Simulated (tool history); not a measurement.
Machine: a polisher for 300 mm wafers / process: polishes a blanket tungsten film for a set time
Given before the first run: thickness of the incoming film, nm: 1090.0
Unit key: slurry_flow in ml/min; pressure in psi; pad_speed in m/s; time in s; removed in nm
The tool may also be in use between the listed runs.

run	hour	slurry_flow	pressure	pad_speed	slurry_solids	time	removed
1	0	195	4	0.94	1	29	156.6
2	3.1	195	4.7	0.94	1	29	182.94
3	5.3	195	5.6	0.94	1	29	217.2
4	7.9	195	4.7	0.94	1	29	183.16
5	11.1	195	4.7	0.94	1	29	181.44
6	19	195	4.7	1.08	1	29	206.79
7	25.5	195	4.2	1.08	1	29	185.8
8	33.3	195	3.8	1.08	1	29	169.14

Run 9, settings as shown, results not yet in. Your forecast:
9	38.8	195	3.5	1.08	1	29	?

Run 9 produced removed 157.35 nm.

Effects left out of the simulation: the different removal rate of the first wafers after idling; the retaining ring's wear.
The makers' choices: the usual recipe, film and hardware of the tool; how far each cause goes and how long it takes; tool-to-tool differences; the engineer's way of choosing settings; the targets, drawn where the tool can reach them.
